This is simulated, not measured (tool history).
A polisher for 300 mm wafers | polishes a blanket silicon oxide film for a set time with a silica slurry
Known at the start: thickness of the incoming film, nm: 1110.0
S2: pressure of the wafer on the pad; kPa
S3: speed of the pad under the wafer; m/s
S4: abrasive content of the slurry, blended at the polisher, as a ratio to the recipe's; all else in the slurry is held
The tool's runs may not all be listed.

Run 1, hour 0.0: flow of slurry (ml/min) 210, S2 26.9 kPa, S3 1.16 m/s, S4 1.0, polishing time (s) 46. Result: film removed (nm) 119.90.
Run 2, hour 7.5: flow of slurry (ml/min) 210, S2 26.9 kPa, S3 1.16 m/s, S4 1.0, polishing time (s) 49. Result: film removed (nm) 127.30.
Run 3, hour 9.7: flow of slurry (ml/min) 220, S2 28.3 kPa, S3 1.16 m/s, S4 1.0, polishing time (s) 49. Result: film removed (nm) 134.62.
Run 4, hour 10.3: flow of slurry (ml/min) 220, S2 28.3 kPa, S3 1.28 m/s, S4 1.0, polishing time (s) 49. Result: film removed (nm) 143.14.
Run 5, hour 17.3: flow of slurry (ml/min) 220, S2 29.6 kPa, S3 1.28 m/s, S4 1.0, polishing time (s) 49. Result: film removed (nm) 150.95.
Run 6, hour 21.6: flow of slurry (ml/min) 220, S2 30.3 kPa, S3 1.28 m/s, S4 1.0, polishing time (s) 49. Result: film removed (nm) 154.57.

Run 7, settings as shown, results not yet in. Your forecast:
Run 7, hour 29.7: flow of slurry (ml/min) 220, S2 31.0 kPa, S3 1.28 m/s, S4 1.0, polishing time (s) 49. Result: film removed (nm) ?.

film removed (nm): 157.35

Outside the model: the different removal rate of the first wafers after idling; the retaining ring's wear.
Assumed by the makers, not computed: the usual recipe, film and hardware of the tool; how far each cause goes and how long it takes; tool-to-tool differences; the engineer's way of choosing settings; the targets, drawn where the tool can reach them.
